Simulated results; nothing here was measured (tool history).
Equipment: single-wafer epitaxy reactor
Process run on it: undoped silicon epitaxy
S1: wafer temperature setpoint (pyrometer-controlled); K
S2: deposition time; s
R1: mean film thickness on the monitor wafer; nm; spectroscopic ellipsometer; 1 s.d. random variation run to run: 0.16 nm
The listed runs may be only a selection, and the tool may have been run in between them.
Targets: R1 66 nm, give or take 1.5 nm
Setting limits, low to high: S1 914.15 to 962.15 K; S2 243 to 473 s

Run 1, hour 0: S1 938.15 K, S2 358 s. Result: R1 81.424 nm.
Run 2, hour 7: S1 938.15 K, S2 338 s. Result: R1 77.25 nm.
Run 3, hour 12: S1 936.15 K, S2 338 s. Result: R1 73.799 nm.
Run 4, hour 16.9: S1 935.15 K, S2 338 s. Result: R1 71.691 nm.
Run 5, hour 19.8: S1 935.15 K, S2 382 s. Result: R1 81.167 nm.
Run 6, hour 24.9: S1 933.15 K, S2 382 s. Result: R1 77.162 nm.
Run 7, hour 29.2: S1 931.15 K, S2 382 s. Result: R1 73.591 nm.
Run 8, hour 36.3: S1 930.15 K, S2 382 s. Result: R1 71.936 nm.
Run 9, hour 45.2: S1 929.15 K, S2 382 s. Result: R1 70.014 nm.
Run 10, hour 47.2: S1 928.15 K, S2 382 s. Result: R1 68.645 nm.
Run 11, hour 55.9: S1 928.15 K, S2 382 s. Result: R1 68.099 nm.

Exercise: of the 4 proposed moves below, exactly one satisfies all targets within the stated allowed misses. Which move is it?
Run A, hour 64.6: S1 926.15 K, S2 362 s. Result: R1 ?.
Run B, hour 64.6: S1 933.15 K, S2 329 s. Result: R1 ?.
Run C, hour 64.6: S1 927.15 K, S2 361 s. Result: R1 ?.
Run D, hour 64.6: S1 930.15 K, S2 329 s. Result: R1 ?.

move      R1
   A  61.623
   B  66.509
   C  62.992
   D  61.808
A: the result that was furthest off in the last run now lies on the other side of its target
B: each result inside its tolerance
C: the result that was furthest off in the last run now lies on the other side of its target
D: the result that was furthest off in the last run now lies on the other side of its target
So the answer is move B, the one that meets all the targets.

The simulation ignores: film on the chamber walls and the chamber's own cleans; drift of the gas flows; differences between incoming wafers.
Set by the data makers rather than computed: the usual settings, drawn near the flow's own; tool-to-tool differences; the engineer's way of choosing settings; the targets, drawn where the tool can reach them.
